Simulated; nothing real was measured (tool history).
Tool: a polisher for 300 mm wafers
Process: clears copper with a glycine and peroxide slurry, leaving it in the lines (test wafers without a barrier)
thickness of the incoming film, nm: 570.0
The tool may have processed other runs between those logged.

run	day	flow of slurry (ml/min)	pressure of the wafer on the pad (kPa)	speed of the pad under the wafer (m/s)	overpolish time after the end point (s)	time until the end point was called (s)	dishing of a wide line in a test structure (Å)
1	0	255	17.9	0.98	28	130.06	616.58
2	0.229	255	17.2	0.98	25	136.16	606.23
3	0.379	250	17.2	0.96	22	138.73	563.95
4	0.617	215	17.2	0.96	22	139.74	549.15
5	0.967	215	19.3	0.96	22	126.08	558.09
6	1.158	215	19.3	1.12	22	115.89	604.4
7	1.292	205	19.3	1.08	20	118.37	576.28
8	1.312	200	19.3	1.04	18	120.21	508.24
9	1.671	200	18.6	1.02	17	127.87	499.43
10	1.946	200	18.6	1.02	17	126.43	492.84
11	2.112	200	17.9	1.02	16	130.44	461.56

The next listed run, before its measurement:
12	2.362	200	17.2	1.02	16	?	?

time until the end point was called (s): 134.84
dishing of a wide line in a test structure (Å): 439.56
